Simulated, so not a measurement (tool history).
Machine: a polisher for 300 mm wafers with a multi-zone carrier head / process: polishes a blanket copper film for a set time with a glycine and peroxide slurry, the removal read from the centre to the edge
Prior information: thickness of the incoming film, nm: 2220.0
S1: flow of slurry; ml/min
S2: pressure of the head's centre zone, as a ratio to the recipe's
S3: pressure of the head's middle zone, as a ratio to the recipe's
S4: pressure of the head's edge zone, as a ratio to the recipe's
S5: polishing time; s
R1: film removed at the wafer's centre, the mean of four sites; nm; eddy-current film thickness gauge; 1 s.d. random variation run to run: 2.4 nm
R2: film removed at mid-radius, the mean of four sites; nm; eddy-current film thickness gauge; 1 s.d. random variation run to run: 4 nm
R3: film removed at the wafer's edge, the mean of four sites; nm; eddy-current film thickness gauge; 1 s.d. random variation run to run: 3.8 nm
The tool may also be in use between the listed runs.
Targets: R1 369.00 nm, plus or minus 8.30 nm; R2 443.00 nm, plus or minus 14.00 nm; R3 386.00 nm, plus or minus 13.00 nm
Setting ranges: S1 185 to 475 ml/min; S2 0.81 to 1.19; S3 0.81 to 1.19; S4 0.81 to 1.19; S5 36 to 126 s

run  hour   S1    S2    S3    S4  S5      R1      R2      R3
  1   0.0  305  1.00  1.00  1.00  81  471.21  463.20  462.38
  2   5.4  300  0.97  1.01  0.97  80  450.54  454.55  452.52
  3   9.5  300  0.95  1.03  0.95  78  432.88  459.55  441.67
  4  15.9  300  0.94  1.04  0.93  76  419.15  444.64  420.73
  5  21.7  300  1.01  1.04  0.93  76  445.60  457.98  420.05
  6  26.8  300  1.01  1.04  0.86  76  446.25  441.55  407.48
  7  35.6  295  0.98  1.05  0.85  75  425.98  449.32  395.07
  8  42.2  285  0.96  1.05  0.85  75  416.18  439.76  401.29
  9  51.1  280  0.94  1.06  0.84  75  407.18  447.26  395.10
 10  56.4  275  0.93  1.06  0.84  75  404.11  445.73  395.88
 11  62.3  270  0.92  1.06  0.83  75  395.59  444.66  392.96
 12  64.3  260  0.91  1.06  0.83  75  392.32  445.13  383.92
 13  65.5  255  0.90  1.06  0.84  75  383.93  445.12  387.96
 14  73.6  250  0.90  1.06  0.84  75  383.31  436.18  389.66
 15  74.1  245  0.90  1.07  0.84  75  387.61  436.84  392.26

Of the 4 settings listed for the next run, only one would bring every result within its allowed miss of target. Which one?
  A  74.6  375  0.85  1.07  0.84  72   ?   ?   ?
  B  74.6  185  0.97  1.05  0.88  76   ?   ?   ?
  C  74.6  395  0.95  1.10  0.81  69   ?   ?   ?
  D  74.6  235  0.82  1.01  0.93  79   ?   ?   ?

move      R1      R2      R3
   A  360.94  441.42  383.05
   B  395.64  422.28  388.41
   C  387.17  434.67  362.24
   D  362.87  439.91  425.05
A: all results land within tolerance of their targets
B: its largest miss is bigger than the last run's
C: no better and no worse than the last run
D: the worst result of the last run now meets its target, but another is out of spec
The move that meets every target is A.
